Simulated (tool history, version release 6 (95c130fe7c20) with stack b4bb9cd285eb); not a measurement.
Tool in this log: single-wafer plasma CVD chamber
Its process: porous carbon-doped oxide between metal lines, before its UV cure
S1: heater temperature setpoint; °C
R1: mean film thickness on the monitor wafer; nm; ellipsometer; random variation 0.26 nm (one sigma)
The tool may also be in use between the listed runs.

Run 1, hour 0: S1 320 °C, RF power (W) 430, deposition time (s) 10.6. Result: R1 47.469 nm.
Run 2, hour 1.3: S1 329 °C, RF power (W) 430, deposition time (s) 10.6. Result: R1 45.947 nm.
Run 3, hour 7.8: S1 329 °C, RF power (W) 430, deposition time (s) 10. Result: R1 43.031 nm.
Run 4, hour 13.5: S1 323 °C, RF power (W) 450, deposition time (s) 10. Result: R1 46.224 nm.
Run 5, hour 14.3: S1 318 °C, RF power (W) 450, deposition time (s) 10. Result: R1 47.081 nm.
Run 6, hour 22.8: S1 318 °C, RF power (W) 495, deposition time (s) 10. Result: R1 50.595 nm.

Run 7 is up next; what results do you expect?
Run 7, hour 28.7: S1 314 °C, RF power (W) 500, deposition time (s) 10. Result: R1 ?.

{"run 7": {"R1": 51.449}}
